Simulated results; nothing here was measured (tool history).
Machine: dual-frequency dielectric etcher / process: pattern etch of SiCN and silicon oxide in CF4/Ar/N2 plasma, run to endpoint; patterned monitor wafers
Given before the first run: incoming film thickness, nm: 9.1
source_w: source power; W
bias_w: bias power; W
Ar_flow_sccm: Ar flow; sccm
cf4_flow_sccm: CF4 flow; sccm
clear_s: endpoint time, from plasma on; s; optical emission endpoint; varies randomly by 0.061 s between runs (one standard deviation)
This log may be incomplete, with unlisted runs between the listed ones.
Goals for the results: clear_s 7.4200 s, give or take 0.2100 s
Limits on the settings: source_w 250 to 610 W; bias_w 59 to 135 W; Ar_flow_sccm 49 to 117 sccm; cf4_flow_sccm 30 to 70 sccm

run    day  source_w  bias_w  Ar_flow_sccm  cf4_flow_sccm  clear_s
  1  0.000       430      97            83             50   9.1488
  2  0.025       430      97            83             45   9.2256
  3  0.362       430      97            83             51   9.0060
  4  0.542       430      97            96             51   9.1405
  5  0.808       430      97            96             57   9.0965
  6  0.875       440      97            96             57   8.7857
  7  0.942       450      97            96             57   8.6089
  8  1.050       460      97            96             57   8.6177
  9  1.154       470      97            96             57   8.4031

Consider the 4 candidate settings below. Which is the only one whose results all fall within their allowed miss of target?
  A  1.258       490     105           104             63        ?
  B  1.258       560     112           113             56        ?
  C  1.258       540     104           103             57        ?
  D  1.258       510      93           116             67        ?

move  clear_s
   A   7.8473
   B   7.0750
   C   7.3492
   D   7.9250
A: gains on the last run, yet a result remains outside its allowed miss
B: moves the result that the last run missed by most past its target, out the other side
C: each result inside its tolerance
D: gains on the last run, yet a result remains outside its allowed miss
The move that meets every target is C.
